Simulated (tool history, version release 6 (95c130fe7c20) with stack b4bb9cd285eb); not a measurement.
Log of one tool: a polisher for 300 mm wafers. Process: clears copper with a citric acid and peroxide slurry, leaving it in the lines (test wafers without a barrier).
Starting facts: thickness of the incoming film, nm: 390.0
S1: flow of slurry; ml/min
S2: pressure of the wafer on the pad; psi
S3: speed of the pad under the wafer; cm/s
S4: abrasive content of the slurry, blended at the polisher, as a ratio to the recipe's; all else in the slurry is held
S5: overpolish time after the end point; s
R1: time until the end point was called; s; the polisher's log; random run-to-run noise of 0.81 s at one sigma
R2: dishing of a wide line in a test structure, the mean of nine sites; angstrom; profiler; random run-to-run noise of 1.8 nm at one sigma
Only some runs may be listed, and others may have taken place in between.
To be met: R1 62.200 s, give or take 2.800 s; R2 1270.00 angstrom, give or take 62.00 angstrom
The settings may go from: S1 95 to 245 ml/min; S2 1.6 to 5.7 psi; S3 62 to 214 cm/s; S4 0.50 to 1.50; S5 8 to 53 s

{"run": 1, "hour": 0.0, "S1": 155, "S2": 3.6, "S3": 138, "S4": 1.0, "S5": 27, "R1": 109.42, "R2": 585.21}
{"run": 2, "hour": 5.8, "S1": 155, "S2": 4.1, "S3": 138, "S4": 1.0, "S5": 29, "R1": 97.403, "R2": 688.47}
{"run": 3, "hour": 9.1, "S1": 155, "S2": 4.1, "S3": 138, "S4": 0.9, "S5": 29, "R1": 97.938, "R2": 669.45}
{"run": 4, "hour": 17.0, "S1": 180, "S2": 4.1, "S3": 138, "S4": 0.9, "S5": 29, "R1": 95.885, "R2": 683.98}
{"run": 5, "hour": 21.6, "S1": 180, "S2": 3.2, "S3": 138, "S4": 0.9, "S5": 29, "R1": 124.24, "R2": 556.71}
{"run": 6, "hour": 27.3, "S1": 180, "S2": 3.2, "S3": 138, "S4": 0.75, "S5": 29, "R1": 124.88, "R2": 541.27}
{"run": 7, "hour": 28.2, "S1": 185, "S2": 3.8, "S3": 142, "S4": 0.75, "S5": 31, "R1": 103.97, "R2": 707.51}
{"run": 8, "hour": 35.9, "S1": 185, "S2": 4.3, "S3": 142, "S4": 0.75, "S5": 32, "R1": 93.263, "R2": 768.19}
{"run": 9, "hour": 36.6, "S1": 185, "S2": 4.6, "S3": 146, "S4": 0.75, "S5": 33, "R1": 83.442, "R2": 857.0}
{"run": 10, "hour": 38.1, "S1": 185, "S2": 4.6, "S3": 146, "S4": 0.75, "S5": 33, "R1": 83.585, "R2": 863.23}
{"run": 11, "hour": 44.8, "S1": 185, "S2": 4.6, "S3": 146, "S4": 0.75, "S5": 33, "R1": 83.926, "R2": 848.93}
{"run": 12, "hour": 49.3, "S1": 185, "S2": 5.6, "S3": 148, "S4": 0.75, "S5": 38, "R1": 68.441, "R2": 1102.8}

Pick the move, out of 5, that brings all results within their allowed miss; only one does.
{"run": "A", "hour": 53.8, "S1": 195, "S2": 5.2, "S3": 180, "S4": 0.65, "S5": 49, "R1": "?", "R2": "?"}
{"run": "B", "hour": 53.8, "S1": 190, "S2": 5.6, "S3": 164, "S4": 0.8, "S5": 46, "R1": "?", "R2": "?"}
{"run": "C", "hour": 53.8, "S1": 170, "S2": 5.7, "S3": 182, "S4": 0.7, "S5": 31, "R1": "?", "R2": "?"}
{"run": "D", "hour": 53.8, "S1": 185, "S2": 5.7, "S3": 160, "S4": 0.7, "S5": 41, "R1": "?", "R2": "?"}
{"run": "E", "hour": 53.8, "S1": 165, "S2": 5.7, "S3": 158, "S4": 0.9, "S5": 47, "R1": "?", "R2": "?"}

move=A R1=60.335 R2=1413.80
move=B R1=59.765 R2=1384.10
move=C R1=54.976 R2=1132.00
move=D R1=61.635 R2=1265.90
move=E R1=60.983 R2=1388.50
A: moves the result that the last run missed by most past its target, out the other side
B: moves the result that the last run missed by most past its target, out the other side
C: as far off as the last run
D: all results land within tolerance of their targets
E: moves the result that the last run missed by most past its target, out the other side
The move that meets every target is D.
